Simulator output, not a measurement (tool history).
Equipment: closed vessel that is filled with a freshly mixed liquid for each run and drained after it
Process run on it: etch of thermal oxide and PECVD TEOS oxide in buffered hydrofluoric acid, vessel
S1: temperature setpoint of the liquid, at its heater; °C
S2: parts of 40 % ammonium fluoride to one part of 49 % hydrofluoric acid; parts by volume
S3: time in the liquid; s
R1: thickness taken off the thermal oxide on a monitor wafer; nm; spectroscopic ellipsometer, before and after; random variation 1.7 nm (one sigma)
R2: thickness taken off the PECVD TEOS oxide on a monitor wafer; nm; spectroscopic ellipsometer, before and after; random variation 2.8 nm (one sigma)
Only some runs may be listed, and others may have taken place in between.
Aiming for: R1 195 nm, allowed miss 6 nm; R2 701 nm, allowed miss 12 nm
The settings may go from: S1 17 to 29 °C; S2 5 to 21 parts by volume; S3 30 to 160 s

run 1 day=0 | S1=21 S2=13 S3=80 | R1=52.46 R2=189.47
run 2 day=0.283 | S1=22 S2=12 S3=85 | R1=64.393 R2=228.72
run 3 day=0.458 | S1=22 S2=12 S3=100 | R1=74.696 R2=271.69
run 4 day=0.646 | S1=22 S2=9.5 S3=100 | R1=93.191 R2=332.59
run 5 day=0.683 | S1=22 S2=9.5 S3=120 | R1=110.14 R2=400.03
run 6 day=1.004 | S1=23 S2=9 S3=120 | R1=121.65 R2=438.4
run 7 day=1.238 | S1=24 S2=8.5 S3=120 | R1=135.7 R2=492.6
run 8 day=1.512 | S1=28 S2=8 S3=120 | R1=181.38 R2=651.31
run 9 day=1.746 | S1=28.5 S2=8 S3=120 | R1=187.27 R2=668.08
run 10 day=2.046 | S1=29 S2=8 S3=120 | R1=192.94 R2=685.29
run 11 day=2.233 | S1=29 S2=8 S3=120 | R1=191.13 R2=691.76
run 12 day=2.321 | S1=29 S2=7.5 S3=120 | R1=203.53 R2=737.74
run 13 day=2.404 | S1=28.5 S2=7.5 S3=120 | R1=201.93 R2=718.15

Of the 4 settings listed for the next run, only one would bring every result within its allowed miss of target. Which one?
run A day=2.488 | S1=28.5 S2=7.5 S3=125 | R1=? R2=?
run B day=2.488 | S1=29 S2=6.5 S3=105 | R1=? R2=?
run C day=2.488 | S1=29 S2=5 S3=85 | R1=? R2=?
run D day=2.488 | S1=28 S2=7.5 S3=120 | R1=? R2=?

move=A R1=208.36 R2=747.6
move=B R1=206.42 R2=740.64
move=C R1=208.87 R2=749.42
move=D R1=194.8 R2=698.94
A: lands further from the targets than the last run did
B: lands further from the targets than the last run did
C: lands further from the targets than the last run did
D: every result lands within tolerance
D meets every target.
